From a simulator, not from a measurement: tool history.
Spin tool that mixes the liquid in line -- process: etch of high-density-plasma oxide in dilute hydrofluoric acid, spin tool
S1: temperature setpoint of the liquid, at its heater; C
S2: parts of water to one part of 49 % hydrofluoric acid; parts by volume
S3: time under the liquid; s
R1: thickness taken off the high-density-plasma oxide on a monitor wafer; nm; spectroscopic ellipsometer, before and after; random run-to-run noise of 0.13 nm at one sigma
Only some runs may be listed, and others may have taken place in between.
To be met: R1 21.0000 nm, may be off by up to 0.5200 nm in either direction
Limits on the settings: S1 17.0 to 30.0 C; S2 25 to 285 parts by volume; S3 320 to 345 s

run 1 day=0.000 | S1=22.0 S2=155 S3=320 | R1=9.7522
run 2 day=0.121 | S1=23.5 S2=140 S3=320 | R1=11.4790
run 3 day=0.483 | S1=23.5 S2=190 S3=320 | R1=7.9733
run 4 day=0.529 | S1=25.5 S2=190 S3=320 | R1=8.6588
run 5 day=0.833 | S1=26.5 S2=170 S3=320 | R1=10.3200
run 6 day=1.012 | S1=26.5 S2=140 S3=320 | R1=12.9870
run 7 day=1.167 | S1=27.0 S2=130 S3=320 | R1=14.2320
run 8 day=1.283 | S1=27.5 S2=120 S3=320 | R1=16.1330
run 9 day=1.329 | S1=30.0 S2=100 S3=320 | R1=21.7420

4 candidate next runs follow, results not yet known. Just one meets every target within its allowed miss. Identify it.
run A day=1.375 | S1=28.5 S2=100 S3=340 | R1=?
run B day=1.375 | S1=30.0 S2=105 S3=345 | R1=?
run C day=1.375 | S1=30.0 S2=110 S3=345 | R1=?
run D day=1.375 | S1=22.0 S2=80 S3=345 | R1=?

move=A R1=22.0270
move=B R1=22.3690
move=C R1=21.2040
move=D R1=22.1800
A: further off than the last run
B: further off than the last run
C: all results in spec
D: further off than the last run
So the answer is move C, the one that meets all the targets.
